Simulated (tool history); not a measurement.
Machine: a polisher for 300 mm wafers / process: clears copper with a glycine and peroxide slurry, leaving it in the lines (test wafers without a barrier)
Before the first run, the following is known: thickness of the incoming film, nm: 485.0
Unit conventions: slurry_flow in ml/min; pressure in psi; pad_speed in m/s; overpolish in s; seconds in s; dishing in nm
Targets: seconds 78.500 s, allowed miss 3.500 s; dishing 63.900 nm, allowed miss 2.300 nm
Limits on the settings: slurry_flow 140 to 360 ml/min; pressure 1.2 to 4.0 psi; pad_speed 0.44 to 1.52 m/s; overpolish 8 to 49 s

Run 1, hour 0.0: slurry_flow 230 ml/min, pressure 2.6 psi, pad_speed 0.98 m/s, overpolish 25 s. Result: seconds 108.500 s, dishing 55.073 nm.
Run 2, hour 7.9: slurry_flow 230 ml/min, pressure 2.8 psi, pad_speed 0.98 m/s, overpolish 25 s. Result: seconds 103.700 s, dishing 57.562 nm.
Run 3, hour 10.3: slurry_flow 265 ml/min, pressure 2.8 psi, pad_speed 0.98 m/s, overpolish 25 s. Result: seconds 101.320 s, dishing 56.027 nm.
Run 4, hour 14.8: slurry_flow 265 ml/min, pressure 2.9 psi, pad_speed 0.98 m/s, overpolish 25 s. Result: seconds 101.180 s, dishing 57.078 nm.
Run 5, hour 19.2: slurry_flow 265 ml/min, pressure 2.6 psi, pad_speed 0.98 m/s, overpolish 25 s. Result: seconds 107.630 s, dishing 55.217 nm.
Run 6, hour 24.6: slurry_flow 265 ml/min, pressure 2.6 psi, pad_speed 0.98 m/s, overpolish 19 s. Result: seconds 105.260 s, dishing 48.458 nm.
Run 7, hour 28.4: slurry_flow 265 ml/min, pressure 2.8 psi, pad_speed 0.98 m/s, overpolish 20 s. Result: seconds 101.880 s, dishing 51.335 nm.
Run 8, hour 33.5: slurry_flow 265 ml/min, pressure 3.0 psi, pad_speed 0.98 m/s, overpolish 21 s. Result: seconds 99.494 s, dishing 54.500 nm.
Run 9, hour 37.4: slurry_flow 265 ml/min, pressure 3.2 psi, pad_speed 1.00 m/s, overpolish 21 s. Result: seconds 89.347 s, dishing 55.168 nm.
Run 10, hour 38.3: slurry_flow 265 ml/min, pressure 3.3 psi, pad_speed 1.00 m/s, overpolish 22 s. Result: seconds 90.288 s, dishing 56.942 nm.
Run 11, hour 45.0: slurry_flow 265 ml/min, pressure 3.4 psi, pad_speed 1.00 m/s, overpolish 22 s. Result: seconds 87.140 s, dishing 57.639 nm.
At hour 50.6: worn pad replaced by a new one.
Run 12, hour 50.6: slurry_flow 265 ml/min, pressure 3.5 psi, pad_speed 1.00 m/s, overpolish 22 s. Result: seconds 79.853 s, dishing 59.502 nm.
Run 13, hour 52.8: slurry_flow 265 ml/min, pressure 3.5 psi, pad_speed 1.00 m/s, overpolish 23 s. Result: seconds 80.632 s, dishing 59.527 nm.
Run 14, hour 57.6: slurry_flow 265 ml/min, pressure 3.5 psi, pad_speed 1.00 m/s, overpolish 24 s. Result: seconds 80.340 s, dishing 61.330 nm.

Which one of the following 4 next-run settings gets every result inside its allowed miss? There is exactly one.
Run A, hour 62.4: slurry_flow 215 ml/min, pressure 4.0 psi, pad_speed 0.94 m/s, overpolish 29 s. Result: seconds ?, dishing ?.
Run B, hour 62.4: slurry_flow 300 ml/min, pressure 3.5 psi, pad_speed 1.06 m/s, overpolish 20 s. Result: seconds ?, dishing ?.
Run C, hour 62.4: slurry_flow 185 ml/min, pressure 4.0 psi, pad_speed 0.92 m/s, overpolish 23 s. Result: seconds ?, dishing ?.
Run D, hour 62.4: slurry_flow 255 ml/min, pressure 3.1 psi, pad_speed 1.02 m/s, overpolish 21 s. Result: seconds ?, dishing ?.

move  seconds  dishing
   A   79.285   65.312
   B   76.877   58.520
   C   81.753   60.764
   D   87.567   56.971
A: all results land within tolerance of their targets
B: lands further from the targets than the last run did
C: lands further from the targets than the last run did
D: lands further from the targets than the last run did
Move A is the one to make.

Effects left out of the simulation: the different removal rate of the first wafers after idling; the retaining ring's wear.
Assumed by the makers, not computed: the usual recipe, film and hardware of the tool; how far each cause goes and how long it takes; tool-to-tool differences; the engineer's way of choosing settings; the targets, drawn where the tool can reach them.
